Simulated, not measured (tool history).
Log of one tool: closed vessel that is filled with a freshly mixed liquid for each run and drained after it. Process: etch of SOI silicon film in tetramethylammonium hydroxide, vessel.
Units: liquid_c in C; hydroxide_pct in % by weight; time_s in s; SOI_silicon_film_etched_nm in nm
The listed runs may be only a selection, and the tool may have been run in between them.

| run | hour | liquid_c | hydroxide_pct | time_s | SOI_silicon_film_etched_nm |
|---|---|---|---|---|---|
| 1 | 0 | 59 | 16.5 | 35 | 95.64 |
| 2 | 8.6 | 59 | 15 | 35 | 97.622 |
| 3 | 16.5 | 59 | 15 | 35 | 99.303 |
| 4 | 20.9 | 58 | 15 | 35 | 93.866 |
| 5 | 28.2 | 58 | 17.5 | 35 | 89.526 |
| 6 | 36 | 58 | 17.5 | 35 | 88.531 |

Run 7 comes next. What will it give?
| 7 | 39.6 | 57.5 | 17.5 | 35 | ? |

Run 7 gave SOI_silicon_film_etched_nm 85.627 nm.
